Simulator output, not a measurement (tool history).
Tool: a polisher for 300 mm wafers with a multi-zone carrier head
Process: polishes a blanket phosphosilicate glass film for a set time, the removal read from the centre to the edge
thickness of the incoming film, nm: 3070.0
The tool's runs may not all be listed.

run,hour,flow of slurry (ml/min),pressure of the head's centre zone,pressure of the head's middle zone,pressure of the head's edge zone,abrasive content of the slurry,polishing time (s),film removed at the wafer's centre (nm),film removed at mid-radius (nm),film removed at the wafer's edge (nm)
1,0.0,305,1.00,1.00,1.00,1.00,87,847.56,863.83,839.41
2,9.0,370,1.00,1.00,1.00,1.00,87,880.83,889.82,888.14
3,13.0,370,1.00,0.91,1.00,1.00,87,875.64,815.85,857.37
4,17.5,370,1.00,0.91,1.00,1.00,71,733.71,672.53,718.40
5,19.7,370,1.00,0.91,1.00,0.85,71,675.12,622.10,660.76
6,27.3,370,1.00,0.91,1.08,0.85,71,665.82,627.06,690.00
7,30.4,360,0.98,0.90,1.07,0.85,71,648.23,625.57,678.98
8,31.4,355,0.97,0.89,1.06,0.85,71,648.14,615.80,695.18
9,33.7,355,0.97,0.90,1.05,0.80,71,638.83,616.95,661.32

Run 10 comes next. What will it give?
10,35.6,350,0.96,0.89,1.05,0.75,71,?,?,?

Run 10 gave film removed at the wafer's centre (nm) 609.15, film removed at mid-radius (nm) 585.64, film removed at the wafer's edge (nm) 635.08.

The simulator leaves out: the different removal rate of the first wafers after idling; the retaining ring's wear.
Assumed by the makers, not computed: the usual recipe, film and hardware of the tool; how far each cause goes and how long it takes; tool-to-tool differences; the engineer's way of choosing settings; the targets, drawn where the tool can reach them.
